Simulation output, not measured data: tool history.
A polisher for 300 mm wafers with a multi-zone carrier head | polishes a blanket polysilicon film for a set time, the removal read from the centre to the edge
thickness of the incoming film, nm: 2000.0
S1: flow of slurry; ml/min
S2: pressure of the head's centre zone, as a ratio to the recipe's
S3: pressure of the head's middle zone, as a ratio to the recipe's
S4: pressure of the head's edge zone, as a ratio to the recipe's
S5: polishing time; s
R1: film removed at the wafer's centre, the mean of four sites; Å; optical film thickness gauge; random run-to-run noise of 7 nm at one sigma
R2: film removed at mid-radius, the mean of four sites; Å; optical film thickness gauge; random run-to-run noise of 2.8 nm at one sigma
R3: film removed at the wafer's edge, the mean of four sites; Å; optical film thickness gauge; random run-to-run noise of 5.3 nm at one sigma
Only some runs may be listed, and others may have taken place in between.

Run 1, hour 0.0: S1 200 ml/min, S2 1.00, S3 1.00, S4 1.00, S5 78 s. Result: R1 4910.0 Å, R2 5003.6 Å, R3 4743.6 Å.
Run 2, hour 0.6: S1 195 ml/min, S2 1.01, S3 0.97, S4 0.99, S5 77 s. Result: R1 5007.1 Å, R2 4782.0 Å, R3 4860.8 Å.
Run 3, hour 5.6: S1 195 ml/min, S2 1.01, S3 0.89, S4 0.99, S5 77 s. Result: R1 4811.2 Å, R2 4461.6 Å, R3 4789.7 Å.
Run 4, hour 12.9: S1 195 ml/min, S2 1.02, S3 0.88, S4 0.97, S5 76 s. Result: R1 4769.9 Å, R2 4344.4 Å, R3 4707.1 Å.
Run 5, hour 13.5: S1 195 ml/min, S2 0.95, S3 0.88, S4 0.97, S5 76 s. Result: R1 4556.4 Å, R2 4431.6 Å, R3 4689.7 Å.
Run 6, hour 18.6: S1 195 ml/min, S2 0.95, S3 0.88, S4 0.97, S5 94 s. Result: R1 5676.2 Å, R2 5510.5 Å, R3 5904.8 Å.
Run 7, hour 21.0: S1 195 ml/min, S2 0.97, S3 0.87, S4 0.95, S5 90 s. Result: R1 5504.0 Å, R2 5235.2 Å, R3 5416.4 Å.

For run 8, what comes out?
Run 8, hour 28.5: S1 150 ml/min, S2 1.07, S3 0.81, S4 1.05, S5 68 s. Result: R1 ?, R2 ?, R3 ?.

R1: 4503.7 Å
R2: 3633.3 Å
R3: 4306.7 Å

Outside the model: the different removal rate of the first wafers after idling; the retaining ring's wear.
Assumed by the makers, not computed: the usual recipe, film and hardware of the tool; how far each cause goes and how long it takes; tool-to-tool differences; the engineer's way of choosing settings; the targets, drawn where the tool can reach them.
